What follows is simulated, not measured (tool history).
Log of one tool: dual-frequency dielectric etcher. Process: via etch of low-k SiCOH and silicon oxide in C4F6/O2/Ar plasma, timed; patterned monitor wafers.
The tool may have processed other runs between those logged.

run  hour  source power (kW)  bias power (kW)  etch time (s)  mean etch depth across the wafer (angstrom)
  1     0               0.45            0.241           32.5                                       920.64
  2   8.9               0.45            0.205           32.5                                          883
  3  11.5                0.5            0.205           32.5                                       941.25
  4  16.2               0.46            0.205           32.5                                       887.85
  5    20               0.47            0.206           32.5                                       904.19
  6  24.1               0.47            0.167           32.5                                        858.1

Run 7 has not been measured yet. What should we expect?
  7  26.2               0.48            0.168           32.5                                            ?

{"run 7": {"mean etch depth across the wafer (angstrom)": 867.33}}
